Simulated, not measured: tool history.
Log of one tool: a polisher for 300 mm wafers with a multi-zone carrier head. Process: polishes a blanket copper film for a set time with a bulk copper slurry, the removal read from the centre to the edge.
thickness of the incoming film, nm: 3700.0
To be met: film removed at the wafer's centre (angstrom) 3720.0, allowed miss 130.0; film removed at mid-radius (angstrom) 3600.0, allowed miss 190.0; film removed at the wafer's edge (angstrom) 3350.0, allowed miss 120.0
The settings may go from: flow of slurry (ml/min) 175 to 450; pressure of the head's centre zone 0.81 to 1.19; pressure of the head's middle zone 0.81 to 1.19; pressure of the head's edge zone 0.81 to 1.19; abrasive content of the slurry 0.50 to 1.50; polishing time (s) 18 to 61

run	hour	flow of slurry (ml/min)	pressure of the head's centre zone	pressure of the head's middle zone	pressure of the head's edge zone	abrasive content of the slurry	polishing time (s)	film removed at the wafer's centre (angstrom)	film removed at mid-radius (angstrom)	film removed at the wafer's edge (angstrom)
1	0.0	290	1.00	1.00	1.00	1.00	39	4262.9	4154.7	4317.2
2	0.6	290	1.01	1.01	0.98	0.95	38	4182.0	3934.5	4110.3
3	9.6	290	1.01	1.01	1.03	0.95	38	4223.7	3909.7	4215.4
4	13.4	290	1.01	1.07	1.03	0.95	38	4124.3	4186.9	4211.8
5	22.1	290	1.01	1.07	1.00	0.90	38	4100.5	4050.4	4037.1
6	25.0	290	1.01	1.07	1.05	0.90	38	4123.0	4244.1	4142.2
7	26.5	290	1.01	1.07	1.03	0.85	38	4041.7	4006.9	4055.4
8	28.7	290	1.01	1.08	1.00	0.80	38	3937.2	4037.4	3879.5
9	37.4	290	1.01	1.08	1.00	0.80	38	3937.3	4053.3	3934.0
10	43.7	290	1.02	1.08	0.98	0.75	38	3937.0	4089.9	3865.4
11	48.4	290	1.07	0.98	0.88	0.50	36	3469.9	3173.2	3114.8
12	55.8	295	1.07	0.99	0.89	0.50	36	3546.1	3137.7	3092.2
13	58.6	295	1.07	1.00	0.90	0.50	36	3474.3	3204.4	3136.5
14	66.7	295	1.07	1.01	0.91	0.50	36	3497.3	3242.6	3170.7

Which of these 4 next moves meets every target?
A	74.8	205	1.19	0.91	1.01	0.75	33	?	?	?
B	74.8	265	1.12	1.07	0.81	0.55	35	?	?	?
C	74.8	210	0.98	0.86	1.06	0.55	37	?	?	?
D	74.8	285	1.07	1.09	0.92	0.50	38	?	?	?

move	film removed at the wafer's centre (angstrom)	film removed at mid-radius (angstrom)	film removed at the wafer's edge (angstrom)
A	3707.5	2864.2	3285.8
B	3543.5	3320.5	2968.6
C	3161.5	2836.9	3487.6
D	3612.3	3597.5	3344.5
A: further off than the last run
B: further off than the last run
C: further off than the last run
D: meets every target
Answer: D
